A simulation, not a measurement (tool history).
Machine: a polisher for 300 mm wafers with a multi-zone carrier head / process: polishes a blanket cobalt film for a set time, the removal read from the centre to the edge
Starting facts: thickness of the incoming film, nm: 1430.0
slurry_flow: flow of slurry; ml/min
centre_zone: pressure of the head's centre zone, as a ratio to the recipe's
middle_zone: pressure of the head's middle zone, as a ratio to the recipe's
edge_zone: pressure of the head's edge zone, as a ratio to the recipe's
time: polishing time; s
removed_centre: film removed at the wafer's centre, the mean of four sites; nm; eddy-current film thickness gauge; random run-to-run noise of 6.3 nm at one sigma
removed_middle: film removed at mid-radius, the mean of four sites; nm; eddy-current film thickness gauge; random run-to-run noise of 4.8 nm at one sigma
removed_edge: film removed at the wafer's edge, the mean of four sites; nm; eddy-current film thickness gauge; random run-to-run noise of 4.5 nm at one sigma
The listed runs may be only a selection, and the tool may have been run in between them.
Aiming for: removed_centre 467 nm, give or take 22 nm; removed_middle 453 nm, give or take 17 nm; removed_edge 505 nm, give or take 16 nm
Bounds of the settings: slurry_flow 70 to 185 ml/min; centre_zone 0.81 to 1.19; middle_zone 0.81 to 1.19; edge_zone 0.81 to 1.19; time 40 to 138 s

run,hour,slurry_flow,centre_zone,middle_zone,edge_zone,time,removed_centre,removed_middle,removed_edge
1,0,120,1,1,1,88,315.56,323.73,339.51
2,8,130,1.01,1,1.05,96,356.29,366.62,387.71
3,15.5,130,1.01,1,1.12,96,356.24,363.31,399.74
4,20.2,130,1.01,1,1.15,96,365.74,365.08,396.03
5,23.3,130,1.01,1,1.15,74,278.9,277.97,309.4
6,25.8,130,1.01,1,1.1,74,273.35,281.81,297.57
7,34,130,1.02,1,1.11,87,325.65,330.94,358.55
8,38.3,135,1.04,1,1.14,93,366.43,352.09,389.1
9,41.9,140,1.03,1,1.15,99,387.87,388.11,425.76
10,46.3,150,1.04,1,1.16,101,404.96,398.21,442.54
# hour 54: slurry nozzle cleaned
11,54,170,1.07,1.02,1.19,111,537.65,506.68,539.31

Below are 4 possible settings for the next run. Only one of them brings all results inside the allowed miss of their targets. Which is it?
A,61.7,180,0.98,0.93,1.19,105,?,?,?
B,61.7,185,1.19,1.05,1.15,118,?,?,?
C,61.7,155,0.97,0.97,1.16,114,?,?,?
D,61.7,175,1.13,1.05,1.16,120,?,?,?

move,removed_centre,removed_middle,removed_edge
A,483.61,454.66,513.06
B,628.99,551.68,568.04
C,505.92,492.77,539.13
D,609.4,556.03,576.26
A: every result within its allowed miss
B: the biggest miss grows against the last run
C: closer than the last run, but not yet in spec
D: the biggest miss grows against the last run
Answer: A
